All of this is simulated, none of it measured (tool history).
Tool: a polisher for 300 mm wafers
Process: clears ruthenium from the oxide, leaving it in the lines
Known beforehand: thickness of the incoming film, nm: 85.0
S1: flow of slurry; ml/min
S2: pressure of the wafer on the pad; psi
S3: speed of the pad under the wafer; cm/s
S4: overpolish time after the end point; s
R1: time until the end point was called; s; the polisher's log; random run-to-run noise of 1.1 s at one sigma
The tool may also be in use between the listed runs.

run 1 hour=0 | S1=230 S2=1.4 S3=86 S4=23 | R1=119.07
run 2 hour=1.9 | S1=230 S2=1.5 S3=86 S4=23 | R1=113.15
run 3 hour=3.7 | S1=230 S2=1.4 S3=86 S4=23 | R1=117.95
run 4 hour=5.5 | S1=200 S2=1.4 S3=86 S4=23 | R1=119.31
run 5 hour=14.1 | S1=200 S2=1.5 S3=86 S4=23 | R1=112.22
run 6 hour=15.1 | S1=200 S2=1.5 S3=70 S4=23 | R1=134.63
run 7 hour=18.6 | S1=200 S2=1.6 S3=72 S4=23 | R1=125.02
run 8 hour=23.3 | S1=200 S2=1.7 S3=74 S4=23 | R1=113.66

Run 9 is up next; what results do you expect?
run 9 hour=29.4 | S1=200 S2=1.8 S3=74 S4=23 | R1=?

{"run 9": {"R1": 110.87}}
